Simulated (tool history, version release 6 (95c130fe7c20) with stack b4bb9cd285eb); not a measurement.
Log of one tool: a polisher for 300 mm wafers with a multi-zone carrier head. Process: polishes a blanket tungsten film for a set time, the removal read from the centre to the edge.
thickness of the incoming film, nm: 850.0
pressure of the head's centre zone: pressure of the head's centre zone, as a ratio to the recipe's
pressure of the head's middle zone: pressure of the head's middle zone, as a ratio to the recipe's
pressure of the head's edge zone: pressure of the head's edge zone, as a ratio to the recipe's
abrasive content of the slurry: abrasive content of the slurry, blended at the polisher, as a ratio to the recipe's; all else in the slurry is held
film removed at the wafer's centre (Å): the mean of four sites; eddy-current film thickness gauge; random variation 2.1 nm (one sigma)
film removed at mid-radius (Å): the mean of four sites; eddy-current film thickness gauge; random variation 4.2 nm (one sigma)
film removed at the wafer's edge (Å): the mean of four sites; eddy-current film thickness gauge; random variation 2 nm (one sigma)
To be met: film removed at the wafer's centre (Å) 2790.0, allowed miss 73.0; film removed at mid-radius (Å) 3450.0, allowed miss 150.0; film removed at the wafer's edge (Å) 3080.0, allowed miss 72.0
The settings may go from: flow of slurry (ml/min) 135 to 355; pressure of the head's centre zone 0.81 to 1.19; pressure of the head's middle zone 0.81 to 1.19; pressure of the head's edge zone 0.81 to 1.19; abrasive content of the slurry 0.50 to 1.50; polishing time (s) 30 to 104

run    day  flow of slurry (ml/min)  pressure of the head's centre zone  pressure of the head's middle zone  pressure of the head's edge zone  abrasive content of the slurry  polishing time (s)  film removed at the wafer's centre (Å)  film removed at mid-radius (Å)  film removed at the wafer's edge (Å)
  1  0.000                      225                                1.00                                1.00                              1.00                            1.00                  67                                  2796.7                          2824.4                                2801.1
  2  0.267                      240                                0.99                                1.04                              1.02                            1.00                  67                                  2789.6                          2940.0                                2855.3
  3  0.642                      250                                0.98                                1.07                              1.03                            1.00                  67                                  2765.1                          3024.5                                2906.4
  4  0.992                      260                                0.97                                1.10                              1.03                            1.00                  67                                  2766.7                          3073.3                                2882.3
  5  1.338                      260                                1.02                                1.10                              1.03                            1.00                  67                                  2900.6                          3029.1                                2897.1
  6  1.646                      260                                1.00                                1.12                              1.04                            1.05                  67                                  2906.4                          3149.0                                2934.6
  7  1.712                      260                                0.98                                1.13                              1.05                            1.05                  67                                  2859.9                          3284.3                                2905.5
  8  2.046                      270                                0.92                                1.11                              1.15                            1.10                  67                                  2714.8                          3171.7                                3128.1
  9  2.342                      270                                0.92                                1.13                              1.14                            1.10                  67                                  2710.7                          3186.6                                3124.6

Which of these 5 next moves meets every target?
  A  2.638                      310                                0.85                                1.19                              0.89                            1.25                  71                                       ?                               ?                                     ?
  B  2.638                      210                                0.86                                1.19                              1.00                            1.05                  77                                       ?                               ?                                     ?
  C  2.638                      330                                0.93                                1.19                              1.10                            0.95                  69                                       ?                               ?                                     ?
  D  2.638                      265                                0.81                                1.19                              1.06                            1.00                  75                                       ?                               ?                                     ?
  E  2.638                      280                                0.90                                1.14                              1.17                            0.95                  73                                       ?                               ?                                     ?

move  film removed at the wafer's centre (Å)  film removed at mid-radius (Å)  film removed at the wafer's edge (Å)
   A                                  2828.2                          3851.4                                3096.1
   B                                  2809.7                          3800.2                                3248.4
   C                                  2807.5                          3487.0                                3075.5
   D                                  2627.4                          3762.9                                3277.3
   E                                  2821.7                          3498.2                                3311.2
A: takes the result that was furthest off past its target
B: takes the result that was furthest off past its target
C: meets every target
D: takes the result that was furthest off past its target
E: brings the result that was furthest off to its target, and leaves another outside
Move C is the one to make.

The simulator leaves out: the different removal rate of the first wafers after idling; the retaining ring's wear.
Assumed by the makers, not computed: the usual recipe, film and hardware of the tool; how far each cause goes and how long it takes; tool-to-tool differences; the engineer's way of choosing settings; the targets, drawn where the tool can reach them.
